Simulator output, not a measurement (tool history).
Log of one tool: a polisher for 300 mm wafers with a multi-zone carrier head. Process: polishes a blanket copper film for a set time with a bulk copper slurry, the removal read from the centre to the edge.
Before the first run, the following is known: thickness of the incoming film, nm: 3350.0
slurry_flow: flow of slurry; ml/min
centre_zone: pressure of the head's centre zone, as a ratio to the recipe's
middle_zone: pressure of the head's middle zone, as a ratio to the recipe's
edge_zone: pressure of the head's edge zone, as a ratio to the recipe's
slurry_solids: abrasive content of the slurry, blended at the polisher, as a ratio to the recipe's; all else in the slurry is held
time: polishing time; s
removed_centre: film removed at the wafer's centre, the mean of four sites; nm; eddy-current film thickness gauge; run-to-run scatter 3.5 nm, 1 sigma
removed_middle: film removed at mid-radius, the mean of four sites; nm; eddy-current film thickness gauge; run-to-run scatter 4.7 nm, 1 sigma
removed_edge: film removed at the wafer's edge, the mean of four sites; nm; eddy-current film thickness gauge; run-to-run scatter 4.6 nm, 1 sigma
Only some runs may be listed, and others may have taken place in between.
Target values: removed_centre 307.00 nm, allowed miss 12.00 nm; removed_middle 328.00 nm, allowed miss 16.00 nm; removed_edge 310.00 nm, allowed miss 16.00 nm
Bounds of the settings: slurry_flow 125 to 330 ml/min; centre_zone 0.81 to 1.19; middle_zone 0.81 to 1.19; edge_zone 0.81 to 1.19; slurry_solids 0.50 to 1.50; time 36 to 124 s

run,hour,slurry_flow,centre_zone,middle_zone,edge_zone,slurry_solids,time,removed_centre,removed_middle,removed_edge
1,0.0,210,1.00,1.00,1.00,1.00,79,505.50,516.00,487.74
2,8.4,205,0.98,0.99,0.98,0.90,74,453.97,475.92,440.85
3,11.3,205,0.98,0.92,0.98,0.90,74,440.35,445.22,435.29
4,17.4,200,0.97,0.91,0.96,0.80,71,410.86,418.18,405.11
5,25.6,200,0.97,0.91,0.92,0.80,71,412.30,410.03,391.72
6,26.4,200,0.97,0.91,0.92,0.90,71,424.50,420.58,389.88
7,35.2,190,0.91,0.93,0.87,0.65,53,269.66,287.97,262.62
8,43.6,200,0.92,0.94,0.89,0.65,53,276.14,300.28,275.32
9,44.9,200,0.92,0.94,0.89,0.65,53,276.55,290.01,271.41
10,52.3,205,0.93,0.96,0.91,0.65,53,281.45,294.69,276.89
11,56.3,205,0.93,0.97,0.92,0.70,53,285.92,306.93,283.70
12,59.5,210,0.94,0.98,0.93,0.70,53,291.57,299.70,278.68
13,66.5,205,0.94,0.98,0.94,0.75,53,295.62,305.31,285.95
14,74.9,205,0.94,0.99,0.95,0.75,53,298.25,313.56,285.41

Next run, 5 choices. One meets every target within its allowed miss, the rest don't. Which?
A,83.3,310,1.05,1.01,0.91,1.20,42,?,?,?
B,83.3,200,0.96,1.02,1.02,0.95,51,?,?,?
C,83.3,155,1.02,1.06,0.81,1.30,47,?,?,?
D,83.3,150,0.85,1.06,0.95,0.75,65,?,?,?
E,83.3,230,0.90,0.81,1.08,0.55,68,?,?,?

move,removed_centre,removed_middle,removed_edge
A,321.37,302.45,270.10
B,314.49,327.92,310.11
C,318.23,322.32,272.20
D,311.62,379.28,343.25
E,340.69,326.66,366.36
A: further off than the last run
B: each result inside its tolerance
C: further off than the last run
D: takes the result that was furthest off past its target
E: takes the result that was furthest off past its target
Correct choice: B, which meets every target
